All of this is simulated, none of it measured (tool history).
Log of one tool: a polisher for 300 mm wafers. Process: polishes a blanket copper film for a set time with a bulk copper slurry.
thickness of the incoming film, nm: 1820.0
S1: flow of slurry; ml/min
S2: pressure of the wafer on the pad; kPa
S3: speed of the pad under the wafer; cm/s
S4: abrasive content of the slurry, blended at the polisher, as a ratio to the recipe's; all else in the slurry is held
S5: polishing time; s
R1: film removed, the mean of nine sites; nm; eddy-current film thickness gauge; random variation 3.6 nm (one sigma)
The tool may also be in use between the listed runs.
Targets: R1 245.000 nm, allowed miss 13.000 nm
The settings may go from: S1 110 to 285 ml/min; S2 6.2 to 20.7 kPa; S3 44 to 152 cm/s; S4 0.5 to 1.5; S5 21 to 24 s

run  hour   S1    S2  S3   S4  S5       R1
  1   0.0  180  13.1  98  1.0  24  158.660
  2   8.8  215  13.1  98  1.0  24  159.590
  3  16.9  215  13.1  98  0.8  24  152.060
  4  24.9  215  14.5  98  0.8  24  169.760
  5  33.4  215  11.7  98  0.8  24  137.690
  6  36.4  215  10.3  98  0.8  24  119.800
  7  37.7  215  11.7  98  0.8  24  136.400
  8  39.6  215  13.1  98  0.8  24  155.240
  9  40.5  215  13.1  98  0.8  24  157.280

Which of these 5 next moves meets every target?
  A  41.4  240   9.0  100  0.7  22   ?
  B  41.4  245  14.5  110  1.1  21   ?
  C  41.4  200  10.3   74  0.8  21   ?
  D  41.4  260  14.5  150  0.5  24   ?
  E  41.4  180  11.0   90  1.0  24   ?

move       R1
   A   98.589
   B  173.990
   C   82.263
   D  240.740
   E  121.170
A: further off than the last run
B: nearer than the last run, and not there yet
C: further off than the last run
D: meets every target
E: further off than the last run
Move D is the one to make.
